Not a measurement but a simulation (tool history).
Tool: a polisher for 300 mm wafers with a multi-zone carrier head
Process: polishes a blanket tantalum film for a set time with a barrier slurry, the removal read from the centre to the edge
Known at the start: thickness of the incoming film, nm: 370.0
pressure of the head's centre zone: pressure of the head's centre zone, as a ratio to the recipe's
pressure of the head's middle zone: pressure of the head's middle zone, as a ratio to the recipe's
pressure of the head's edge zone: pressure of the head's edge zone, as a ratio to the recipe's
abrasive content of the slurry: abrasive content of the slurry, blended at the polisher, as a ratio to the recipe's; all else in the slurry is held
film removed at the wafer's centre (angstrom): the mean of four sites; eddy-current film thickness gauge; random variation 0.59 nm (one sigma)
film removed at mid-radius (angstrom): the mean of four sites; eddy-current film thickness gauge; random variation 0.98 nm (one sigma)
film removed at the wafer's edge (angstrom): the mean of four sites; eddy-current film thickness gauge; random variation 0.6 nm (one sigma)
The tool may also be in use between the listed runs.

run	hour	flow of slurry (ml/min)	pressure of the head's centre zone	pressure of the head's middle zone	pressure of the head's edge zone	abrasive content of the slurry	polishing time (s)	film removed at the wafer's centre (angstrom)	film removed at mid-radius (angstrom)	film removed at the wafer's edge (angstrom)
1	0.0	260	1.00	1.00	1.00	1.00	83	869.77	930.03	910.54
2	3.9	260	1.00	1.00	0.96	1.00	83	873.61	927.46	906.45
3	5.2	260	1.00	0.93	0.96	1.00	83	878.77	860.56	896.46
4	8.7	260	1.01	0.92	0.94	1.00	83	881.86	861.53	901.68
5	15.4	260	1.01	0.92	0.94	1.00	103	1085.90	1091.00	1111.30
6	21.5	260	1.01	0.92	0.94	1.10	103	1122.40	1087.70	1134.10
7	28.8	260	1.03	0.91	0.94	1.00	100	1089.30	1008.80	1075.70

Forecast run 8:
8	32.9	255	1.05	0.88	0.84	0.75	91	?	?	?

{"run 8": {"film removed at the wafer's centre (angstrom)": 930.73, "film removed at mid-radius (angstrom)": 857.87, "film removed at the wafer's edge (angstrom)": 863.72}}
